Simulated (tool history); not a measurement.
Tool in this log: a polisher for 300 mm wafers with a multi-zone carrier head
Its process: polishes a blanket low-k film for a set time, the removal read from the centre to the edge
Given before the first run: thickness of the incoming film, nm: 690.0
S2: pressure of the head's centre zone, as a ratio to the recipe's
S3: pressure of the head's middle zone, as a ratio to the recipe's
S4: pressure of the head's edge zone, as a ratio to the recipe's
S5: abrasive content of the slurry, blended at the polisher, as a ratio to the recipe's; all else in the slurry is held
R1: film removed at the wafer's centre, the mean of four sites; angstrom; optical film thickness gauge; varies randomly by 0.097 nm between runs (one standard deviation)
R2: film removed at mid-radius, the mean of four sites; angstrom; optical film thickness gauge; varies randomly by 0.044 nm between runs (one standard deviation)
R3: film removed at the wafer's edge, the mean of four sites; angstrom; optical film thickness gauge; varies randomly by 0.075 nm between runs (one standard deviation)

Run 1, hour 0: flow of slurry (ml/min) 290, S2 1, S3 1, S4 1, S5 1, polishing time (s) 35. Result: R1 101.23 angstrom, R2 100.05 angstrom, R3 103.44 angstrom.
Run 2, hour 3.8: flow of slurry (ml/min) 295, S2 1, S3 1, S4 0.95, S5 0.85, polishing time (s) 33. Result: R1 88.687 angstrom, R2 88.423 angstrom, R3 86.021 angstrom.
Run 3, hour 10.7: flow of slurry (ml/min) 295, S2 0.94, S3 1, S4 0.95, S5 0.85, polishing time (s) 33. Result: R1 82.67 angstrom, R2 89.164 angstrom, R3 86.465 angstrom.
Run 4, hour 17.3: flow of slurry (ml/min) 295, S2 0.94, S3 1, S4 1.02, S5 0.85, polishing time (s) 33. Result: R1 85.922 angstrom, R2 88.186 angstrom, R3 90.199 angstrom.
Run 5, hour 26.1: flow of slurry (ml/min) 295, S2 0.94, S3 1, S4 1.02, S5 1.05, polishing time (s) 33. Result: R1 91.498 angstrom, R2 96.906 angstrom, R3 100.37 angstrom.
Run 6, hour 28.2: flow of slurry (ml/min) 300, S2 0.94, S3 0.97, S4 0.96, S5 0.85, polishing time (s) 33. Result: R1 83.794 angstrom, R2 85.665 angstrom, R3 87.189 angstrom.

What does the tool deliver on the next run?
Run 7, hour 29.4: flow of slurry (ml/min) 300, S2 0.94, S3 0.95, S4 0.92, S5 0.75, polishing time (s) 33. Result: R1 ?, R2 ?, R3 ?.

For run 7 the tool returned R1 77.777 angstrom, R2 79.456 angstrom, R3 81.72 angstrom.
